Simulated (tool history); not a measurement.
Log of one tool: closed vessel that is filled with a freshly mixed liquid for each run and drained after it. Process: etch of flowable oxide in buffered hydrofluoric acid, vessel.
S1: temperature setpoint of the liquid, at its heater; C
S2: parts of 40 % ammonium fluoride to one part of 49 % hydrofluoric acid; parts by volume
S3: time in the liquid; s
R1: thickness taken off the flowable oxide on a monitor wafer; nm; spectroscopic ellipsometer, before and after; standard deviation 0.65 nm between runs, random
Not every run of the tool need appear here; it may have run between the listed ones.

Run 1, hour 0.0: S1 21.0 C, S2 22.0 parts by volume, S3 30 s. Result: R1 46.587 nm.
Run 2, hour 6.5: S1 21.0 C, S2 22.0 parts by volume, S3 30 s. Result: R1 46.851 nm.
Run 3, hour 14.8: S1 21.0 C, S2 19.5 parts by volume, S3 30 s. Result: R1 51.845 nm.
Run 4, hour 21.2: S1 21.0 C, S2 13.0 parts by volume, S3 30 s. Result: R1 77.313 nm.
Run 5, hour 26.7: S1 21.0 C, S2 16.0 parts by volume, S3 30 s. Result: R1 62.981 nm.
Run 6, hour 34.6: S1 23.0 C, S2 16.0 parts by volume, S3 30 s. Result: R1 70.269 nm.

Estimate the outcome of run 7 from the log above:
Run 7, hour 37.4: S1 24.5 C, S2 16.0 parts by volume, S3 30 s. Result: R1 ?.

R1: 76.087 nm

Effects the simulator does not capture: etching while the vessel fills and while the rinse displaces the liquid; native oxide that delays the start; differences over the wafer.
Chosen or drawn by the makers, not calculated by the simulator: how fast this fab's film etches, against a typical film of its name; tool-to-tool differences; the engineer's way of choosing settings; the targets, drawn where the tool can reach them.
